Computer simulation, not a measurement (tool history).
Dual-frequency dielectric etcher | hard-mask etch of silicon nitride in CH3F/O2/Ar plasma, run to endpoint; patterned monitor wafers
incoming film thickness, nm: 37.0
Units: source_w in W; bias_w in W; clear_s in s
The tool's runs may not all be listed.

run 1 hour=0 | source_w=420 bias_w=51 | clear_s=60.961
run 2 hour=7.1 | source_w=420 bias_w=46 | clear_s=61.96
run 3 hour=14 | source_w=390 bias_w=44 | clear_s=64.282
run 4 hour=16.9 | source_w=390 bias_w=48 | clear_s=63.403
run 5 hour=20.6 | source_w=390 bias_w=52 | clear_s=62.78
run 6 hour=25.1 | source_w=360 bias_w=50 | clear_s=64.441
run 7 hour=27.8 | source_w=340 bias_w=47 | clear_s=67.195

The next listed run, before its measurement:
run 8 hour=34 | source_w=320 bias_w=46 | clear_s=?

{"run 8": {"clear_s": 68.588}}
